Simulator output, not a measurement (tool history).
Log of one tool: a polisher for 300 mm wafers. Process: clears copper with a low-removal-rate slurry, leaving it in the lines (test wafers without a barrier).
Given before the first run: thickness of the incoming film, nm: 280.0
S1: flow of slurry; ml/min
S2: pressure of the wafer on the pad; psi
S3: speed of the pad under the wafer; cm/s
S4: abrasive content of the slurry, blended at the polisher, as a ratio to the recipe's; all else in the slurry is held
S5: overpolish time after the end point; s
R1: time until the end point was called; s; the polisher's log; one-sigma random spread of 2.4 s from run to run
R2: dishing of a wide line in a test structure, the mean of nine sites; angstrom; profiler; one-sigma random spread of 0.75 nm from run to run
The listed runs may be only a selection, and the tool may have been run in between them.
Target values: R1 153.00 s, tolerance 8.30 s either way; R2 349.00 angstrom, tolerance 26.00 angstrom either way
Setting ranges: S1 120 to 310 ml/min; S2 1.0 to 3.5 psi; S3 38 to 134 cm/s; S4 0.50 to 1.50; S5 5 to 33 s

run 1 hour=0.0 | S1=200 S2=2.2 S3=86 S4=1.00 S5=17 | R1=211.85 R2=211.07
run 2 hour=6.9 | S1=200 S2=2.2 S3=86 S4=1.00 S5=13 | R1=205.10 R2=163.30
run 3 hour=8.5 | S1=200 S2=2.2 S3=86 S4=1.00 S5=19 | R1=209.30 R2=234.37
run 4 hour=17.2 | S1=155 S2=2.2 S3=86 S4=1.00 S5=19 | R1=215.39 R2=229.75
run 5 hour=19.7 | S1=155 S2=2.2 S3=86 S4=1.00 S5=22 | R1=220.22 R2=257.15
run 6 hour=27.5 | S1=155 S2=2.2 S3=86 S4=1.10 S5=22 | R1=218.08 R2=273.87
run 7 hour=34.3 | S1=155 S2=2.4 S3=86 S4=1.10 S5=21 | R1=193.60 R2=282.98
run 8 hour=40.7 | S1=155 S2=2.5 S3=86 S4=1.10 S5=21 | R1=188.03 R2=290.70
run 9 hour=44.8 | S1=155 S2=2.6 S3=86 S4=1.10 S5=21 | R1=184.67 R2=298.72
run 10 hour=53.6 | S1=155 S2=2.8 S3=86 S4=1.10 S5=21 | R1=169.71 R2=320.21
run 11 hour=61.1 | S1=155 S2=2.9 S3=86 S4=1.10 S5=21 | R1=162.58 R2=338.81

Which one of the following 4 next-run settings gets every result inside its allowed miss? There is exactly one.
run A hour=68.6 | S1=135 S2=2.9 S3=80 S4=1.10 S5=22 | R1=? R2=?
run B hour=68.6 | S1=125 S2=3.1 S3=90 S4=1.00 S5=21 | R1=? R2=?
run C hour=68.6 | S1=175 S2=2.9 S3=70 S4=1.15 S5=22 | R1=? R2=?
run D hour=68.6 | S1=135 S2=2.9 S3=86 S4=1.05 S5=20 | R1=? R2=?

move=A R1=176.18 R2=308.43
move=B R1=152.36 R2=337.87
move=C R1=191.58 R2=285.92
move=D R1=166.09 R2=298.48
A: lands further from the targets than the last run did
B: meets every target
C: lands further from the targets than the last run did
D: lands further from the targets than the last run did
The move that meets every target is B.

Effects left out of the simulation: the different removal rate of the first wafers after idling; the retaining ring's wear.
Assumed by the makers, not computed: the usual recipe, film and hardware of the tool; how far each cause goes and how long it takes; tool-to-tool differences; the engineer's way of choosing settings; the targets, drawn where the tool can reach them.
